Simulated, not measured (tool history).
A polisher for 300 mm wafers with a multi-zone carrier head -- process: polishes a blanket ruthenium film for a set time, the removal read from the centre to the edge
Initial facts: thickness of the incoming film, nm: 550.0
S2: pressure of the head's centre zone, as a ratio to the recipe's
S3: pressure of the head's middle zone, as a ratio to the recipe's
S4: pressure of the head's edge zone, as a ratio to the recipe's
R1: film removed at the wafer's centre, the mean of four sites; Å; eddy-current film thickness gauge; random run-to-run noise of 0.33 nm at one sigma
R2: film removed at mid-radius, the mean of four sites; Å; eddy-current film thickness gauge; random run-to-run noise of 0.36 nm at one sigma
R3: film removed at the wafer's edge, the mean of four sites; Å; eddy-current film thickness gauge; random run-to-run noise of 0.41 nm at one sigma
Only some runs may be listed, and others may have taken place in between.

{"run": 1, "hour": 0.0, "flow of slurry (ml/min)": 150, "S2": 1.0, "S3": 1.0, "S4": 1.0, "polishing time (s)": 43, "R1": 568.38, "R2": 580.02, "R3": 587.38}
{"run": 2, "hour": 6.1, "flow of slurry (ml/min)": 150, "S2": 1.08, "S3": 1.0, "S4": 1.0, "polishing time (s)": 43, "R1": 617.3, "R2": 576.07, "R3": 585.1}
{"run": 3, "hour": 13.8, "flow of slurry (ml/min)": 150, "S2": 1.05, "S3": 1.0, "S4": 1.0, "polishing time (s)": 43, "R1": 601.24, "R2": 579.3, "R3": 591.64}
{"run": 4, "hour": 19.5, "flow of slurry (ml/min)": 120, "S2": 1.05, "S3": 1.0, "S4": 1.0, "polishing time (s)": 43, "R1": 566.42, "R2": 547.32, "R3": 563.37}
{"run": 5, "hour": 24.8, "flow of slurry (ml/min)": 115, "S2": 1.02, "S3": 0.98, "S4": 0.98, "polishing time (s)": 43, "R1": 542.0, "R2": 526.19, "R3": 559.34}
{"run": 6, "hour": 30.5, "flow of slurry (ml/min)": 115, "S2": 1.02, "S3": 0.9, "S4": 0.98, "polishing time (s)": 43, "R1": 541.39, "R2": 498.18, "R3": 564.61}
{"run": 7, "hour": 35.9, "flow of slurry (ml/min)": 110, "S2": 1.0, "S3": 0.91, "S4": 0.96, "polishing time (s)": 42, "R1": 507.88, "R2": 482.58, "R3": 539.84}
{"run": 8, "hour": 43.4, "flow of slurry (ml/min)": 110, "S2": 0.99, "S3": 0.91, "S4": 0.94, "polishing time (s)": 42, "R1": 504.05, "R2": 483.18, "R3": 529.35}
{"run": 9, "hour": 49.5, "flow of slurry (ml/min)": 105, "S2": 0.97, "S3": 0.91, "S4": 0.93, "polishing time (s)": 42, "R1": 491.86, "R2": 479.6, "R3": 521.71}

The next listed run, before its measurement:
{"run": 10, "hour": 51.1, "flow of slurry (ml/min)": 105, "S2": 0.96, "S3": 0.91, "S4": 0.92, "polishing time (s)": 42, "R1": "?", "R2": "?", "R3": "?"}

{"run 10": {"R1": 484.34, "R2": 474.99, "R3": 524.08}}
